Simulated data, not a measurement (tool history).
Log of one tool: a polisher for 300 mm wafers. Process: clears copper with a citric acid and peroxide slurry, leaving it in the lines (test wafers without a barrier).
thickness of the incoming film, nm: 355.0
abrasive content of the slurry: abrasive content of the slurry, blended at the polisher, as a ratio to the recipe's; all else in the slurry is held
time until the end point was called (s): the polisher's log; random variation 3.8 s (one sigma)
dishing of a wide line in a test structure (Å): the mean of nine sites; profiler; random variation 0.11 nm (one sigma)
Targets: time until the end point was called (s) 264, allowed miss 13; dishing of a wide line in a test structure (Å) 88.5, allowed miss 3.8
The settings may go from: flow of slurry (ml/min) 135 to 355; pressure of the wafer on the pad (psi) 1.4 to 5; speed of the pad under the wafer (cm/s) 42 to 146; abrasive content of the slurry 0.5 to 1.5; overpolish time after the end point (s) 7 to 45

| run | day | flow of slurry (ml/min) | pressure of the wafer on the pad (psi) | speed of the pad under the wafer (cm/s) | abrasive content of the slurry | overpolish time after the end point (s) | time until the end point was called (s) | dishing of a wide line in a test structure (Å) |
|---|---|---|---|---|---|---|---|---|
| 1 | 0 | 225 | 3.2 | 94 | 1 | 23 | 189.83 | 101.29 |
| 2 | 0.238 | 225 | 3 | 94 | 1 | 20 | 198.05 | 99.087 |
| 3 | 0.533 | 180 | 3 | 94 | 1 | 20 | 208.22 | 98.352 |
| 4 | 0.588 | 180 | 2.5 | 94 | 1 | 20 | 246.96 | 96.033 |
| 5 | 0.638 | 180 | 2.4 | 94 | 1 | 17 | 239.64 | 89.168 |
| 6 | 0.725 | 180 | 2.4 | 108 | 1 | 17 | 215.62 | 93.656 |
| 7 | 1.083 | 180 | 2.3 | 108 | 1 | 17 | 223.29 | 94.049 |
| 8 | 1.338 | 180 | 2.2 | 108 | 1 | 16 | 231.12 | 91.137 |
| 9 | 1.571 | 180 | 2.1 | 108 | 1 | 16 | 240.53 | 89.559 |

4 next moves are on the table. One of them brings every result within its allowed miss. Which?
| A | 1.804 | 155 | 2.4 | 102 | 0.95 | 20 | ? | ? |
| B | 1.804 | 140 | 2.3 | 114 | 1.15 | 16 | ? | ? |
| C | 1.804 | 235 | 3 | 92 | 0.85 | 15 | ? | ? |
| D | 1.804 | 195 | 2.6 | 90 | 0.65 | 18 | ? | ? |

| move | time until the end point was called (s) | dishing of a wide line in a test structure (Å) |
|---|---|---|
| A | 239.71 | 96.396 |
| B | 218.05 | 93.025 |
| C | 217.81 | 91.599 |
| D | 264.52 | 91.254 |
A: further off than the last run
B: further off than the last run
C: further off than the last run
D: meets every target
Answer: D

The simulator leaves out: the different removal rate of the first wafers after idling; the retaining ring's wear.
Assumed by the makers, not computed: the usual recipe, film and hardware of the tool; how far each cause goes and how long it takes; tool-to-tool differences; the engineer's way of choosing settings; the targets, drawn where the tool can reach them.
